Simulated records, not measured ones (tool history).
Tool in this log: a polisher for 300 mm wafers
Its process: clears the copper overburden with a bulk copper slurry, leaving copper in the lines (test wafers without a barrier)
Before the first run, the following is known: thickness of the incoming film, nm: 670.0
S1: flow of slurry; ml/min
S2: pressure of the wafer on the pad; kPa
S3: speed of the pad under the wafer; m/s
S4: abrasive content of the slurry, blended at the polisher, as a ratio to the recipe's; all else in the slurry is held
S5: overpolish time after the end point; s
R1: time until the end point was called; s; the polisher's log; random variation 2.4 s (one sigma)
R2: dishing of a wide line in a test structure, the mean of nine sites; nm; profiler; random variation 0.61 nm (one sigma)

run  hour   S1    S2    S3   S4  S5      R1      R2
  1     0  150  13.8  0.84    1  22  121.99  58.548
  2   2.4  150  13.8  0.84  1.1  22  121.41  60.217
  3   4.5  150  13.8  0.84  1.1  29  119.75  67.402
  4     7  165  13.8  0.84  1.1  29  119.27  70.214
  5    13  155  13.1  0.84  1.1  23   124.3  58.831
  6    14  155  12.4  0.84  1.1  19  123.59  51.014
  7  15.7  155   8.3  0.84  1.1  12  161.78  29.562

Run 8 comes next. What will it give?
  8  18.9  155   9  0.84  1.1  13   ?   ?

R1: 153.56 s
R2: 33.293 nm

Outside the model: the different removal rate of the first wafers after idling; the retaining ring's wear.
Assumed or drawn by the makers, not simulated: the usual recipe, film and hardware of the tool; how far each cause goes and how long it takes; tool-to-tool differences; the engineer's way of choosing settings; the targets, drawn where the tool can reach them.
